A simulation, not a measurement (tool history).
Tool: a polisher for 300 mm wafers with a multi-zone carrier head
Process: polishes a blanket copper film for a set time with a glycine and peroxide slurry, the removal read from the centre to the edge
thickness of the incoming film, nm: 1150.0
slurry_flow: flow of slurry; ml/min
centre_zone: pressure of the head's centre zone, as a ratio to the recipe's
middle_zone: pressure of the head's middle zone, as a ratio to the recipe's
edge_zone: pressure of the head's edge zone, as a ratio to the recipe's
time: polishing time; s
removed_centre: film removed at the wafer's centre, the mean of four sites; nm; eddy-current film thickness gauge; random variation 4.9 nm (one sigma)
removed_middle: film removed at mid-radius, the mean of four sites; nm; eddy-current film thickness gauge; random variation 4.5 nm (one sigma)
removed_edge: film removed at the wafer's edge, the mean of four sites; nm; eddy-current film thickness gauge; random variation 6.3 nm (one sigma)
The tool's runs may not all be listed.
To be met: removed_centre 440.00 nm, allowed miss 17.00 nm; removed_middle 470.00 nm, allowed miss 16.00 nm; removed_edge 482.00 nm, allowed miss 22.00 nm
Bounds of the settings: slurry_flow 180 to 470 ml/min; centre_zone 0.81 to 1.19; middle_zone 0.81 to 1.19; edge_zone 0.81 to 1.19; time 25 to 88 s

{"run": 1, "hour": 0.0, "slurry_flow": 300, "centre_zone": 1.0, "middle_zone": 1.0, "edge_zone": 1.0, "time": 56, "removed_centre": 364.46, "removed_middle": 367.12, "removed_edge": 365.04}
{"run": 2, "hour": 2.9, "slurry_flow": 300, "centre_zone": 1.0, "middle_zone": 1.01, "edge_zone": 1.02, "time": 57, "removed_centre": 365.5, "removed_middle": 377.95, "removed_edge": 366.14}
{"run": 3, "hour": 4.8, "slurry_flow": 300, "centre_zone": 0.99, "middle_zone": 1.0, "edge_zone": 1.03, "time": 59, "removed_centre": 382.01, "removed_middle": 387.02, "removed_edge": 396.39}
{"run": 4, "hour": 12.3, "slurry_flow": 300, "centre_zone": 0.99, "middle_zone": 1.01, "edge_zone": 1.04, "time": 60, "removed_centre": 380.14, "removed_middle": 399.81, "removed_edge": 405.42}
{"run": 5, "hour": 18.8, "slurry_flow": 300, "centre_zone": 0.99, "middle_zone": 1.01, "edge_zone": 0.97, "time": 60, "removed_centre": 379.49, "removed_middle": 403.11, "removed_edge": 393.76}
{"run": 6, "hour": 24.3, "slurry_flow": 300, "centre_zone": 1.07, "middle_zone": 1.01, "edge_zone": 0.97, "time": 60, "removed_centre": 408.74, "removed_middle": 401.37, "removed_edge": 393.63}
{"run": 7, "hour": 28.7, "slurry_flow": 310, "centre_zone": 1.02, "middle_zone": 1.07, "edge_zone": 1.07, "time": 67, "removed_centre": 445.57, "removed_middle": 456.26, "removed_edge": 458.18}
{"run": 8, "hour": 34.4, "slurry_flow": 310, "centre_zone": 1.01, "middle_zone": 1.07, "edge_zone": 1.07, "time": 67, "removed_centre": 437.96, "removed_middle": 464.82, "removed_edge": 455.87}
{"run": 9, "hour": 37.8, "slurry_flow": 310, "centre_zone": 1.01, "middle_zone": 1.07, "edge_zone": 1.07, "time": 67, "removed_centre": 445.92, "removed_middle": 461.07, "removed_edge": 460.22}
{"run": 10, "hour": 45.0, "slurry_flow": 310, "centre_zone": 1.0, "middle_zone": 1.07, "edge_zone": 1.07, "time": 67, "removed_centre": 433.46, "removed_middle": 465.33, "removed_edge": 458.86}

Which of these 4 next moves meets every target?
{"run": "A", "hour": 52.2, "slurry_flow": 325, "centre_zone": 1.0, "middle_zone": 1.11, "edge_zone": 1.04, "time": 64, "removed_centre": "?", "removed_middle": "?", "removed_edge": "?"}
{"run": "B", "hour": 52.2, "slurry_flow": 395, "centre_zone": 0.98, "middle_zone": 1.08, "edge_zone": 1.16, "time": 66, "removed_centre": "?", "removed_middle": "?", "removed_edge": "?"}
{"run": "C", "hour": 52.2, "slurry_flow": 350, "centre_zone": 1.13, "middle_zone": 1.17, "edge_zone": 1.09, "time": 61, "removed_centre": "?", "removed_middle": "?", "removed_edge": "?"}
{"run": "D", "hour": 52.2, "slurry_flow": 345, "centre_zone": 1.06, "middle_zone": 1.11, "edge_zone": 1.1, "time": 64, "removed_centre": "?", "removed_middle": "?", "removed_edge": "?"}

move=A removed_centre=414.53 removed_middle=458.47 removed_edge=437.17
move=B removed_centre=427.58 removed_middle=472.27 removed_edge=482.87
move=C removed_centre=445.28 removed_middle=455.46 removed_edge=428.55
move=D removed_centre=439.84 removed_middle=460.89 removed_edge=451.53
A: further off than the last run
B: meets every target
C: further off than the last run
D: further off than the last run
Move B is the one to make.

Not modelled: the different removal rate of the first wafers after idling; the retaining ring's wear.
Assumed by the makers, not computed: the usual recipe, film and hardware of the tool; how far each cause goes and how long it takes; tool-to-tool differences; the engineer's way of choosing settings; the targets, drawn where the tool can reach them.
